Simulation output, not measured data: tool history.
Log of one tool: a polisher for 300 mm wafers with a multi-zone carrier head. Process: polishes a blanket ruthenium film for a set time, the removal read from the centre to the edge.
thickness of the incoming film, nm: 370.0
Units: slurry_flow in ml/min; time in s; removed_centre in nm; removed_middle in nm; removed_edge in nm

run 1 hour=0.0 | slurry_flow=165 centre_zone=1.00 middle_zone=1.00 edge_zone=1.00 time=73 | removed_centre=131.710 removed_middle=134.950 removed_edge=137.460
run 2 hour=1.5 | slurry_flow=160 centre_zone=0.98 middle_zone=0.98 edge_zone=0.99 time=70 | removed_centre=125.220 removed_middle=125.610 removed_edge=131.020
run 3 hour=4.9 | slurry_flow=155 centre_zone=0.96 middle_zone=0.98 edge_zone=0.99 time=67 | removed_centre=114.090 removed_middle=117.900 removed_edge=122.360
run 4 hour=5.6 | slurry_flow=150 centre_zone=0.94 middle_zone=0.97 edge_zone=0.99 time=66 | removed_centre=112.700 removed_middle=117.310 removed_edge=119.190
run 5 hour=8.7 | slurry_flow=145 centre_zone=0.92 middle_zone=0.96 edge_zone=1.02 time=64 | removed_centre=104.440 removed_middle=111.500 removed_edge=118.310
run 6 hour=9.8 | slurry_flow=145 centre_zone=0.98 middle_zone=0.96 edge_zone=1.02 time=64 | removed_centre=111.280 removed_middle=110.550 removed_edge=118.890
run 7 hour=10.7 | slurry_flow=140 centre_zone=0.96 middle_zone=0.95 edge_zone=1.02 time=63 | removed_centre=106.990 removed_middle=108.720 removed_edge=115.760
run 8 hour=12.4 | slurry_flow=105 centre_zone=0.86 middle_zone=0.85 edge_zone=1.01 time=53 | removed_centre=74.997 removed_middle=78.490 removed_edge=93.720
run 9 hour=21.2 | slurry_flow=110 centre_zone=0.86 middle_zone=0.86 edge_zone=1.01 time=53 | removed_centre=75.427 removed_middle=78.961 removed_edge=93.520
run 10 hour=29.0 | slurry_flow=115 centre_zone=0.86 middle_zone=0.87 edge_zone=1.01 time=53 | removed_centre=76.454 removed_middle=80.634 removed_edge=93.823

Estimate the outcome of run 11 from the log above:
run 11 hour=35.8 | slurry_flow=120 centre_zone=0.86 middle_zone=0.88 edge_zone=1.01 time=53 | removed_centre=? removed_middle=? removed_edge=?

removed_centre: 77.969 nm
removed_middle: 83.550 nm
removed_edge: 95.600 nm
